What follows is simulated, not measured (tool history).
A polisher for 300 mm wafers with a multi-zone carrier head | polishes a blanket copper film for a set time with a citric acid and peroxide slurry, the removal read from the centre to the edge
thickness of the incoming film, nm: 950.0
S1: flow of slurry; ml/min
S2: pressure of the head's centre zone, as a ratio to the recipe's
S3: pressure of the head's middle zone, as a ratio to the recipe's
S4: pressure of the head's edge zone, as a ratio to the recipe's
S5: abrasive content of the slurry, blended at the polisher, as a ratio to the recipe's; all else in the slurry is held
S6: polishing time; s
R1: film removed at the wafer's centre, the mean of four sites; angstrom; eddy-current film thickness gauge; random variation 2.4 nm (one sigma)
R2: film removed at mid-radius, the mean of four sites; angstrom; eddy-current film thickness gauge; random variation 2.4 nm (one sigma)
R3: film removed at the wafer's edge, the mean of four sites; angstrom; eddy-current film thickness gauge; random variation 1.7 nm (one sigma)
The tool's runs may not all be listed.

{"run": 1, "hour": 0.0, "S1": 280, "S2": 1, "S3": 1, "S4": 1, "S5": 1, "S6": 49, "R1": 1679.9, "R2": 1742, "R3": 1687.6}
{"run": 2, "hour": 8.7, "S1": 280, "S2": 1, "S3": 1, "S4": 1, "S5": 1, "S6": 44, "R1": 1490.7, "R2": 1588.2, "R3": 1523.4}
{"run": 3, "hour": 15.0, "S1": 285, "S2": 0.97, "S3": 1.02, "S4": 1.05, "S5": 1.15, "S6": 47, "R1": 1581.7, "R2": 1716.7, "R3": 1710.1}
{"run": 4, "hour": 22.4, "S1": 290, "S2": 0.95, "S3": 1.06, "S4": 1.08, "S5": 1.25, "S6": 50, "R1": 1667.7, "R2": 1933.4, "R3": 1867.3}
{"run": 5, "hour": 28.4, "S1": 290, "S2": 0.95, "S3": 1.06, "S4": 1.13, "S5": 1.25, "S6": 50, "R1": 1648.6, "R2": 1945.1, "R3": 1911.8}
{"run": 6, "hour": 31.1, "S1": 295, "S2": 0.94, "S3": 1.07, "S4": 1.15, "S5": 1.3, "S6": 52, "R1": 1754.3, "R2": 2062.6, "R3": 2021.3}
{"run": 7, "hour": 34.1, "S1": 300, "S2": 0.85, "S3": 1.06, "S4": 1.19, "S5": 1.5, "S6": 57, "R1": 1803.7, "R2": 2260.9, "R3": 2333.5}

Run 8 comes next. What will it give?
{"run": 8, "hour": 36.6, "S1": 305, "S2": 0.86, "S3": 1.06, "S4": 1.18, "S5": 1.5, "S6": 57, "R1": "?", "R2": "?", "R3": "?"}

Run 8 gave R1 1807.6 angstrom, R2 2306.7 angstrom, R3 2318.4 angstrom.
